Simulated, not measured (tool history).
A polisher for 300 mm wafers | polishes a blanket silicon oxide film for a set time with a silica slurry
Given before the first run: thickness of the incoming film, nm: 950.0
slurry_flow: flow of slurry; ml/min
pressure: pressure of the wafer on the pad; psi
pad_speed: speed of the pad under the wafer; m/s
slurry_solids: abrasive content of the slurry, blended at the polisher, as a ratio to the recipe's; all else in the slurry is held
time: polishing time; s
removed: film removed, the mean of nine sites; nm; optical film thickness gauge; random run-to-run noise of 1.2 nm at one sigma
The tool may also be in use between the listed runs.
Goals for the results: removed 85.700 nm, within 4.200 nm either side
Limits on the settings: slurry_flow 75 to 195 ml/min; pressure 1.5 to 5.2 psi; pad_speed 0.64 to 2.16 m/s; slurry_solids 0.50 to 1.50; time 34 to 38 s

{"run": 1, "day": 0.0, "slurry_flow": 125, "pressure": 3.3, "pad_speed": 1.4, "slurry_solids": 1.0, "time": 38, "removed": 119.86}
{"run": 2, "day": 0.246, "slurry_flow": 125, "pressure": 3.2, "pad_speed": 1.4, "slurry_solids": 1.0, "time": 38, "removed": 118.1}
{"run": 3, "day": 0.342, "slurry_flow": 125, "pressure": 3.8, "pad_speed": 1.4, "slurry_solids": 1.0, "time": 38, "removed": 138.35}
{"run": 4, "day": 0.65, "slurry_flow": 125, "pressure": 3.6, "pad_speed": 1.4, "slurry_solids": 1.0, "time": 38, "removed": 130.26}
{"run": 5, "day": 0.825, "slurry_flow": 125, "pressure": 3.6, "pad_speed": 1.4, "slurry_solids": 1.15, "time": 38, "removed": 142.04}
{"run": 6, "day": 0.95, "slurry_flow": 125, "pressure": 3.4, "pad_speed": 1.4, "slurry_solids": 1.15, "time": 38, "removed": 136.55}
{"run": 7, "day": 1.204, "slurry_flow": 125, "pressure": 3.2, "pad_speed": 1.4, "slurry_solids": 1.15, "time": 38, "removed": 129.1}
{"run": 8, "day": 1.546, "slurry_flow": 125, "pressure": 3.1, "pad_speed": 1.4, "slurry_solids": 1.15, "time": 38, "removed": 125.06}
{"run": 9, "day": 1.667, "slurry_flow": 125, "pressure": 3.0, "pad_speed": 1.4, "slurry_solids": 1.15, "time": 38, "removed": 119.32}
{"run": 10, "day": 2.012, "slurry_flow": 125, "pressure": 2.9, "pad_speed": 1.4, "slurry_solids": 1.15, "time": 38, "removed": 116.04}
{"run": 11, "day": 2.288, "slurry_flow": 125, "pressure": 2.9, "pad_speed": 1.4, "slurry_solids": 1.15, "time": 38, "removed": 117.79}
{"run": 12, "day": 2.646, "slurry_flow": 125, "pressure": 2.9, "pad_speed": 1.4, "slurry_solids": 1.15, "time": 38, "removed": 118.43}
{"run": 13, "day": 2.938, "slurry_flow": 125, "pressure": 2.8, "pad_speed": 1.4, "slurry_solids": 1.15, "time": 38, "removed": 116.74}
{"run": 14, "day": 3.071, "slurry_flow": 125, "pressure": 2.7, "pad_speed": 1.4, "slurry_solids": 1.15, "time": 38, "removed": 113.35}
{"run": 15, "day": 3.333, "slurry_flow": 115, "pressure": 1.7, "pad_speed": 1.36, "slurry_solids": 1.15, "time": 38, "removed": 74.702}
{"run": 16, "day": 3.575, "slurry_flow": 120, "pressure": 1.7, "pad_speed": 1.36, "slurry_solids": 1.15, "time": 38, "removed": 78.881}

Of the 5 settings listed for the next run, only one would bring every result within its allowed miss of target. Which one?
{"run": "A", "day": 3.817, "slurry_flow": 105, "pressure": 2.2, "pad_speed": 1.44, "slurry_solids": 1.15, "time": 38, "removed": "?"}
{"run": "B", "day": 3.817, "slurry_flow": 130, "pressure": 1.6, "pad_speed": 1.38, "slurry_solids": 1.4, "time": 34, "removed": "?"}
{"run": "C", "day": 3.817, "slurry_flow": 150, "pressure": 1.9, "pad_speed": 1.26, "slurry_solids": 1.15, "time": 38, "removed": "?"}
{"run": "D", "day": 3.817, "slurry_flow": 135, "pressure": 2.4, "pad_speed": 1.4, "slurry_solids": 1.1, "time": 35, "removed": "?"}
{"run": "E", "day": 3.817, "slurry_flow": 95, "pressure": 2.4, "pad_speed": 1.52, "slurry_solids": 1.05, "time": 38, "removed": "?"}

move=A removed=95.262
move=B removed=76.371
move=C removed=85.801
move=D removed=95.607
move=E removed=97.256
A: takes the result that was furthest off past its target
B: its largest miss is bigger than the last run's
C: all results land within tolerance of their targets
D: takes the result that was furthest off past its target
E: takes the result that was furthest off past its target
The right move is C.
